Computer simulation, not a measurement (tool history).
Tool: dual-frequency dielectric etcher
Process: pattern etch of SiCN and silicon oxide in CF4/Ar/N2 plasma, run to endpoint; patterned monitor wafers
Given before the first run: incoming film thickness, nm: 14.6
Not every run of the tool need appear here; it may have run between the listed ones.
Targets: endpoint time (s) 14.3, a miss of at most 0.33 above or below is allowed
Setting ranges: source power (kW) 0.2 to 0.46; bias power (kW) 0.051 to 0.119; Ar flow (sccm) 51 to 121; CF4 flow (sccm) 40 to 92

run 1 hour=0 | source_power_(kW)=0.33 bias_power_(kW)=0.085 Ar_flow_(sccm)=86 CF4_flow_(sccm)=66 | endpoint_time_(s)=19.445
run 2 hour=5.8 | source_power_(kW)=0.33 bias_power_(kW)=0.085 Ar_flow_(sccm)=86 CF4_flow_(sccm)=59 | endpoint_time_(s)=19.872
run 3 hour=14.4 | source_power_(kW)=0.36 bias_power_(kW)=0.086 Ar_flow_(sccm)=86 CF4_flow_(sccm)=59 | endpoint_time_(s)=18.546
run 4 hour=15.7 | source_power_(kW)=0.36 bias_power_(kW)=0.086 Ar_flow_(sccm)=99 CF4_flow_(sccm)=59 | endpoint_time_(s)=18.768
run 5 hour=19.5 | source_power_(kW)=0.38 bias_power_(kW)=0.088 Ar_flow_(sccm)=98 CF4_flow_(sccm)=59 | endpoint_time_(s)=17.871
run 6 hour=27.2 | source_power_(kW)=0.4 bias_power_(kW)=0.091 Ar_flow_(sccm)=97 CF4_flow_(sccm)=60 | endpoint_time_(s)=16.723
run 7 hour=29.6 | source_power_(kW)=0.46 bias_power_(kW)=0.093 Ar_flow_(sccm)=96 CF4_flow_(sccm)=60 | endpoint_time_(s)=14.584
run 8 hour=31.5 | source_power_(kW)=0.46 bias_power_(kW)=0.094 Ar_flow_(sccm)=96 CF4_flow_(sccm)=60 | endpoint_time_(s)=14.625

Below are 4 possible settings for the next run. Only one of them brings all results inside the allowed miss of their targets. Which is it?
run A hour=33.4 | source_power_(kW)=0.45 bias_power_(kW)=0.107 Ar_flow_(sccm)=101 CF4_flow_(sccm)=58 | endpoint_time_(s)=?
run B hour=33.4 | source_power_(kW)=0.46 bias_power_(kW)=0.091 Ar_flow_(sccm)=107 CF4_flow_(sccm)=56 | endpoint_time_(s)=?
run C hour=33.4 | source_power_(kW)=0.46 bias_power_(kW)=0.099 Ar_flow_(sccm)=115 CF4_flow_(sccm)=55 | endpoint_time_(s)=?
run D hour=33.4 | source_power_(kW)=0.43 bias_power_(kW)=0.098 Ar_flow_(sccm)=81 CF4_flow_(sccm)=59 | endpoint_time_(s)=?

move=A endpoint_time_(s)=14.334
move=B endpoint_time_(s)=15.259
move=C endpoint_time_(s)=14.976
move=D endpoint_time_(s)=14.819
A: every result lands within tolerance
B: misses by more than the last run did
C: misses by more than the last run did
D: misses by more than the last run did
A meets every target.
